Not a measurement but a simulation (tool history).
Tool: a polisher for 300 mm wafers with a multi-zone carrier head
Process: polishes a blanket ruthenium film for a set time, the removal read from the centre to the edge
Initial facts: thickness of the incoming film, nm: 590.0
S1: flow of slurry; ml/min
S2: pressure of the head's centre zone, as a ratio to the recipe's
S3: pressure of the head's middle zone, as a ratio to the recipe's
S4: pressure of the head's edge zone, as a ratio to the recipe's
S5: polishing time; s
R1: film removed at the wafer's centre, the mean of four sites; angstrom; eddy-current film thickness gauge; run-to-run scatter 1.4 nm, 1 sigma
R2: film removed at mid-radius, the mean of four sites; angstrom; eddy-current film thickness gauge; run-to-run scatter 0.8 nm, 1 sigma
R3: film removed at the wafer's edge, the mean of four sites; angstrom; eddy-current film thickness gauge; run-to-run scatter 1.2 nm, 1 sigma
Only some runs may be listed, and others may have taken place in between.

Run 1, hour 0: S1 230 ml/min, S2 1, S3 1, S4 1, S5 48 s. Result: R1 863.38 angstrom, R2 852.9 angstrom, R3 922.42 angstrom.
Run 2, hour 3.2: S1 250 ml/min, S2 1.05, S3 1.02, S4 1.02, S5 51 s. Result: R1 984.38 angstrom, R2 927.02 angstrom, R3 999.82 angstrom.
Run 3, hour 7.9: S1 265 ml/min, S2 1.08, S3 1.04, S4 1.04, S5 54 s. Result: R1 1088.9 angstrom, R2 1009.7 angstrom, R3 1056.9 angstrom.
Run 4, hour 13.7: S1 265 ml/min, S2 1.08, S3 1.04, S4 1.04, S5 43 s. Result: R1 851.26 angstrom, R2 803.27 angstrom, R3 842.35 angstrom.
Run 5, hour 14.4: S1 270 ml/min, S2 1.1, S3 1.05, S4 1.06, S5 48 s. Result: R1 988.21 angstrom, R2 883.53 angstrom, R3 953.67 angstrom.
Run 6, hour 23: S1 270 ml/min, S2 1.1, S3 1.05, S4 1.09, S5 48 s. Result: R1 984.2 angstrom, R2 899.5 angstrom, R3 960.91 angstrom.
Run 7, hour 31.7: S1 275 ml/min, S2 1.12, S3 1.06, S4 1.11, S5 51 s. Result: R1 1060 angstrom, R2 959.31 angstrom, R3 1021.7 angstrom.
Run 8, hour 32.7: S1 285 ml/min, S2 1.14, S3 1.07, S4 1.12, S5 54 s. Result: R1 1174.4 angstrom, R2 1032.5 angstrom, R3 1096.2 angstrom.
Run 9, hour 37.2: S1 290 ml/min, S2 1.15, S3 1.08, S4 1.13, S5 56 s. Result: R1 1197.2 angstrom, R2 1075 angstrom, R3 1143.5 angstrom.
At hour 44.3: edge zone pressure recalibrated.
Run 10, hour 44.3: S1 295 ml/min, S2 1.16, S3 1.08, S4 1.11, S5 58 s. Result: R1 1255.3 angstrom, R2 1118.6 angstrom, R3 1130 angstrom.

Estimate the outcome of run 11 from the log above:
Run 11, hour 51.4: S1 295 ml/min, S2 1.17, S3 1.07, S4 1.12, S5 60 s. Result: R1 ?, R2 ?, R3 ?.

R1: 1323.7 angstrom
R2: 1147.1 angstrom
R3: 1152.1 angstrom

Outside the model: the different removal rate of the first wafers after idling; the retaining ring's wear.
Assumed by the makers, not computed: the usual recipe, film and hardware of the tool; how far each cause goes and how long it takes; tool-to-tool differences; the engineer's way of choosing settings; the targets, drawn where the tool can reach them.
